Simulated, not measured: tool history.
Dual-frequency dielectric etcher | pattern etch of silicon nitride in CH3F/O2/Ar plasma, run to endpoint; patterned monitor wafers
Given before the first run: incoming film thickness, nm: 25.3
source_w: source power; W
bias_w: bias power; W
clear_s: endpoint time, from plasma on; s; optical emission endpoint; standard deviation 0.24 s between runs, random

{"run": 1, "hour": 0.0, "source_w": 300, "bias_w": 87, "clear_s": 41.001}
{"run": 2, "hour": 0.7, "source_w": 300, "bias_w": 73, "clear_s": 44.324}
{"run": 3, "hour": 4.0, "source_w": 300, "bias_w": 64, "clear_s": 46.827}
{"run": 4, "hour": 8.4, "source_w": 360, "bias_w": 64, "clear_s": 43.741}
{"run": 5, "hour": 9.3, "source_w": 330, "bias_w": 64, "clear_s": 44.729}
{"run": 6, "hour": 10.3, "source_w": 330, "bias_w": 52, "clear_s": 48.461}
{"run": 7, "hour": 14.9, "source_w": 340, "bias_w": 56, "clear_s": 46.566}

Predict the results of run 8:
{"run": 8, "hour": 17.9, "source_w": 350, "bias_w": 59, "clear_s": "?"}

clear_s: 45.474 s
